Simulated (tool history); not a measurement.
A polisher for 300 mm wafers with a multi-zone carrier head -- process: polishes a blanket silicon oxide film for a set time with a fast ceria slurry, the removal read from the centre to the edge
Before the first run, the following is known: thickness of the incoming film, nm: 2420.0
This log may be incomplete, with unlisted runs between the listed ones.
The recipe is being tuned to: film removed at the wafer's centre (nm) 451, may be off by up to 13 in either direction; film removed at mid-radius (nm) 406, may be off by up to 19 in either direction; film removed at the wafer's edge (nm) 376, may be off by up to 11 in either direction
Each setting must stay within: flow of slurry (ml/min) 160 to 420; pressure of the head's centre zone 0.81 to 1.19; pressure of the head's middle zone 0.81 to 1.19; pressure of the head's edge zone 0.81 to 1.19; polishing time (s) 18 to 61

run    day  flow of slurry (ml/min)  pressure of the head's centre zone  pressure of the head's middle zone  pressure of the head's edge zone  polishing time (s)  film removed at the wafer's centre (nm)  film removed at mid-radius (nm)  film removed at the wafer's edge (nm)
  1      0                      270                                   1                                   1                                 1                  39                                   693.42                           714.26                                 699.22
  2  0.354                      270                                   1                                   1                                 1                  31                                   551.78                           577.05                                 554.86
  3    0.7                      270                                1.02                                0.99                              0.97                  29                                   540.32                           513.43                                  524.5
  4  0.879                      270                                0.95                                0.99                              0.97                  29                                    497.8                           509.81                                 518.16
  5  1.233                      270                                0.95                                1.07                              0.97                  29                                   492.47                            552.9                                 525.91
  6  1.592                      270                                0.89                                1.07                              0.97                  29                                   464.24                           557.34                                 516.92
  7  1.925                      270                                0.94                                1.08                              0.94                  27                                   457.05                           504.11                                 475.05
  8  2.104                      270                                0.97                                1.09                              0.91                  26                                   459.58                           495.39                                 454.62
  9  2.396                      270                                0.99                                1.08                              0.89                  25                                   441.42                           488.27                                 432.97

Exactly one of the 5 candidate moves below puts every result within its allowed miss. Which one?
  A  2.688                      270                                0.93                                0.85                              1.11                  26                                        ?                                ?                                      ?
  B  2.688                      315                                1.16                                1.13                              0.81                  21                                        ?                                ?                                      ?
  C  2.688                      345                                1.12                                1.01                              0.84                  22                                        ?                                ?                                      ?
  D  2.688                      220                                0.89                                0.86                              1.06                  28                                        ?                                ?                                      ?
  E  2.688                      295                                   1                                0.93                              1.06                  24                                        ?                                ?                                      ?

move  film removed at the wafer's centre (nm)  film removed at mid-radius (nm)  film removed at the wafer's edge (nm)
   A                                    439.7                           404.47                                 491.66
   B                                   449.71                            419.1                                 351.46
   C                                   457.36                           401.42                                 375.49
   D                                   445.82                           433.58                                 513.31
   E                                   439.85                           404.54                                 446.47
A: the biggest miss grows against the last run
B: pushes the last run's worst result past its target
C: all results in spec
D: the biggest miss grows against the last run
E: the biggest miss grows against the last run
The move that meets every target is C.

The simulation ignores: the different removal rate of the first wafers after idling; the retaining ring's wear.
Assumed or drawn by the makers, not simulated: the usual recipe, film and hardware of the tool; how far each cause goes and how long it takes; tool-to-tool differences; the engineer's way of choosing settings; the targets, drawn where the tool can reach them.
